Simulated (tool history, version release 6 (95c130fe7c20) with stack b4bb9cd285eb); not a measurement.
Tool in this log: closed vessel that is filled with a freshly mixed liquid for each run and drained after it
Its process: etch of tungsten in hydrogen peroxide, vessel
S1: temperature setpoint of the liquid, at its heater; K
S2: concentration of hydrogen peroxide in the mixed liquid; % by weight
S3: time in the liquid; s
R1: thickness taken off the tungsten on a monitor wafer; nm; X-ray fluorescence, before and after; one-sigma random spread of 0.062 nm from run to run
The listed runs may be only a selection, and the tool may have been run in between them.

run,hour,S1,S2,S3,R1
1,0,319.15,22,30,21.167
2,6.2,319.15,22,30,20.909
3,9,317.65,22,30,19.125
4,16.8,321.15,22,30,23.724
5,18.7,319.65,22,30,21.625
6,23.8,319.65,22,30,21.752
7,26.6,319.65,22,30,21.755
8,30,318.15,22,30,19.652
9,37,317.15,22,30,18.64
10,42.8,316.15,22,30,17.428
11,51.2,315.15,22,30,16.358
12,59.1,314.15,22,30,15.374
13,65.8,313.65,22,30,14.789
14,72.3,313.65,22,30,14.809
15,80,313.15,22,30,14.331
16,84,312.65,22,30,13.91

Forecast run 17:
17,89.6,312.15,22,30,?

{"run 17": {"R1": 13.42}}

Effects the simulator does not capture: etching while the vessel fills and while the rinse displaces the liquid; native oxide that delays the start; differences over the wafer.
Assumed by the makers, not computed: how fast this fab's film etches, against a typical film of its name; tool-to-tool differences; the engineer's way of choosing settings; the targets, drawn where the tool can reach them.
